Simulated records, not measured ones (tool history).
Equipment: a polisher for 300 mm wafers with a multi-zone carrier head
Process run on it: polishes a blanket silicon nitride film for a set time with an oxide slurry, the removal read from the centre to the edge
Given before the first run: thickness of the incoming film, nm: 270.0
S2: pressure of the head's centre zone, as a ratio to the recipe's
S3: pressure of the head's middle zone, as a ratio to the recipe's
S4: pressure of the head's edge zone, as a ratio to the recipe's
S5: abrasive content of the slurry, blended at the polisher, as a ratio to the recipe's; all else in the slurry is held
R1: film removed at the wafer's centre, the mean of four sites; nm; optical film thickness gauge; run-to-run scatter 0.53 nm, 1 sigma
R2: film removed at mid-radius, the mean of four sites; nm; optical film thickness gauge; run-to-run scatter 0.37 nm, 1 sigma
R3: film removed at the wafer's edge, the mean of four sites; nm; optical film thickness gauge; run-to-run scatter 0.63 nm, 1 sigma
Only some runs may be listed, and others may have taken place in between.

run 1 hour=0.0 | flow_of_slurry_(ml/min)=290 S2=1.00 S3=1.00 S4=1.00 S5=1.00 polishing_time_(s)=45 | R1=40.590 R2=39.838 R3=39.774
run 2 hour=5.1 | flow_of_slurry_(ml/min)=300 S2=1.02 S3=1.04 S4=1.01 S5=1.00 polishing_time_(s)=45 | R1=40.981 R2=41.442 R3=40.195
run 3 hour=9.9 | flow_of_slurry_(ml/min)=305 S2=1.04 S3=1.07 S4=1.01 S5=1.05 polishing_time_(s)=45 | R1=43.080 R2=44.121 R3=39.970
run 4 hour=10.8 | flow_of_slurry_(ml/min)=310 S2=1.05 S3=1.08 S4=1.03 S5=1.05 polishing_time_(s)=45 | R1=42.518 R2=43.907 R3=40.292
run 5 hour=18.5 | flow_of_slurry_(ml/min)=310 S2=1.05 S3=1.08 S4=1.09 S5=1.05 polishing_time_(s)=45 | R1=43.072 R2=44.336 R3=42.744
run 6 hour=20.6 | flow_of_slurry_(ml/min)=315 S2=1.06 S3=1.10 S4=1.09 S5=1.05 polishing_time_(s)=45 | R1=43.315 R2=44.796 R3=42.104
run 7 hour=25.5 | flow_of_slurry_(ml/min)=320 S2=1.07 S3=1.12 S4=1.09 S5=1.05 polishing_time_(s)=45 | R1=44.064 R2=45.388 R3=42.275
run 8 hour=32.0 | flow_of_slurry_(ml/min)=325 S2=1.08 S3=1.14 S4=1.09 S5=1.05 polishing_time_(s)=45 | R1=43.929 R2=46.303 R3=41.840

For run 9, what comes out?
run 9 hour=39.9 | flow_of_slurry_(ml/min)=330 S2=1.09 S3=1.15 S4=1.10 S5=1.05 polishing_time_(s)=45 | R1=? R2=? R3=?

{"run 9": {"R1": 44.116, "R2": 47.08, "R3": 42.158}}
